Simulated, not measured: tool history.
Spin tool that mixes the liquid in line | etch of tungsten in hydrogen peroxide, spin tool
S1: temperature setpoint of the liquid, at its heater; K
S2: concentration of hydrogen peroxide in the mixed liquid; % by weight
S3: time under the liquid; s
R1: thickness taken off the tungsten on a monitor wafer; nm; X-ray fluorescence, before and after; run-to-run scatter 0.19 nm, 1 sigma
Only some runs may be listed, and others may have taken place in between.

run,hour,S1,S2,S3,R1
1,0.0,315.15,23.5,15,18.080
2,3.0,315.15,23.5,15,17.843
3,10.3,310.15,23.5,15,12.837
4,14.2,311.65,23.5,15,14.202
5,15.2,313.15,23.5,15,15.557
6,22.1,313.15,23.5,15,15.452

For run 7, what comes out?
7,24.6,314.15,23.5,15,?

{"run 7": {"R1": 16.836}}

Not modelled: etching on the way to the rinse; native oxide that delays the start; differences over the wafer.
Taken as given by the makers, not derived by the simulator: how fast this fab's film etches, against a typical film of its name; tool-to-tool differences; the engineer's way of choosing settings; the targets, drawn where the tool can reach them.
